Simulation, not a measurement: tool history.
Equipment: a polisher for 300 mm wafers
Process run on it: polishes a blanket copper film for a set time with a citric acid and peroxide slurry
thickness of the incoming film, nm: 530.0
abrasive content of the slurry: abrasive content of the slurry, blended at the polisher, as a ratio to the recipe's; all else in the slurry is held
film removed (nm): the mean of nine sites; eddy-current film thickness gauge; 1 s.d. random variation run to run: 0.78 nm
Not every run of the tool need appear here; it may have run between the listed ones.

run,hour,flow of slurry (ml/min),pressure of the wafer on the pad (kPa),speed of the pad under the wafer (m/s),abrasive content of the slurry,polishing time (s),film removed (nm)
1,0.0,185,26.9,0.86,1.0,49,112.930
2,4.4,185,25.5,0.84,1.0,49,101.550
3,9.4,185,25.5,1.06,1.0,49,130.170
4,13.6,185,25.5,0.86,1.0,49,108.440
5,18.5,185,25.5,0.86,1.0,49,101.930
6,24.5,185,25.5,0.86,0.9,49,102.510
7,33.0,185,24.1,0.86,0.9,49,98.889
8,34.0,185,22.8,0.84,0.9,49,89.096
9,40.0,185,21.4,0.84,0.9,49,83.771

Forecast run 10:
10,44.8,185,20.7,0.84,0.9,49,?

For run 10 the tool returned film removed (nm) 83.255.
